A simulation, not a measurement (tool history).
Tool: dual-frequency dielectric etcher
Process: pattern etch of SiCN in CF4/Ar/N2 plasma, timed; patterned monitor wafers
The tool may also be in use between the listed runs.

run    day  source power (kW)  bias power (kW)  Ar flow (sccm)  CF4 flow (sccm)  etch time (s)  mean etch depth across the wafer (nm)
  1      0               0.53            0.056             104               59           99.5                                 86.956
  2  0.083               0.53             0.06             104               59           99.5                                 88.728
  3  0.396               0.54             0.06             104               59           99.5                                 90.481
  4  0.725               0.55             0.06             104               59           99.5                                 92.185
  5  0.967               0.55             0.06             104               69           99.5                                 95.146
  6  1.296               0.56             0.06             104               69           99.5                                 97.091
  7  1.658               0.56             0.06             104               69           99.5                                 96.539
  8  1.896               0.57             0.06             104               69           99.5                                 98.226

Run 9 comes next. What will it give?
  9  1.962               0.58             0.06             104               69           99.5                                      ?

{"run 9": {"mean etch depth across the wafer (nm)": 100.32}}
